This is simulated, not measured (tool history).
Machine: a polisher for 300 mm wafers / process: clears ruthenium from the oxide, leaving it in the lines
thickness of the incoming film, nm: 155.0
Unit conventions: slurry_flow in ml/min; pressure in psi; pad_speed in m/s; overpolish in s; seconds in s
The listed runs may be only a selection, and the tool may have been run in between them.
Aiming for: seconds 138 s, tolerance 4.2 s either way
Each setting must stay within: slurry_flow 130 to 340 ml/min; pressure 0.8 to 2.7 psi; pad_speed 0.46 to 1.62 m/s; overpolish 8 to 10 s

Run 1, hour 0: slurry_flow 220 ml/min, pressure 1.7 psi, pad_speed 1.04 m/s, overpolish 10 s. Result: seconds 168.81 s.
Run 2, hour 3.8: slurry_flow 225 ml/min, pressure 1.8 psi, pad_speed 1.04 m/s, overpolish 10 s. Result: seconds 161.41 s.
Run 3, hour 8.8: slurry_flow 190 ml/min, pressure 1.8 psi, pad_speed 1.04 m/s, overpolish 10 s. Result: seconds 165.88 s.
Run 4, hour 10.3: slurry_flow 210 ml/min, pressure 1.8 psi, pad_speed 1.04 m/s, overpolish 10 s. Result: seconds 161.56 s.
Run 5, hour 12.2: slurry_flow 255 ml/min, pressure 1.8 psi, pad_speed 1.04 m/s, overpolish 10 s. Result: seconds 159.97 s.
Run 6, hour 17.8: slurry_flow 255 ml/min, pressure 1.9 psi, pad_speed 1.04 m/s, overpolish 10 s. Result: seconds 154.38 s.
Run 7, hour 20.1: slurry_flow 255 ml/min, pressure 2 psi, pad_speed 1.04 m/s, overpolish 10 s. Result: seconds 146.34 s.
Run 8, hour 26.3: slurry_flow 255 ml/min, pressure 2.1 psi, pad_speed 1.04 m/s, overpolish 10 s. Result: seconds 143.28 s.

Which single option among these 5 for the next run brings every result within its allowed miss of target? Just one does.
Run A, hour 32.5: slurry_flow 205 ml/min, pressure 2.3 psi, pad_speed 0.9 m/s, overpolish 8 s. Result: seconds ?.
Run B, hour 32.5: slurry_flow 245 ml/min, pressure 2.1 psi, pad_speed 1.02 m/s, overpolish 10 s. Result: seconds ?.
Run C, hour 32.5: slurry_flow 240 ml/min, pressure 2 psi, pad_speed 1.04 m/s, overpolish 8 s. Result: seconds ?.
Run D, hour 32.5: slurry_flow 265 ml/min, pressure 2.2 psi, pad_speed 1.04 m/s, overpolish 8 s. Result: seconds ?.
Run E, hour 32.5: slurry_flow 230 ml/min, pressure 2 psi, pad_speed 1.04 m/s, overpolish 10 s. Result: seconds ?.

move  seconds
   A   155.88
   B   147.38
   C   150.46
   D   139.07
   E   151.03
A: further off than the last run
B: further off than the last run
C: further off than the last run
D: all results land within tolerance of their targets
E: further off than the last run
The right move is D.
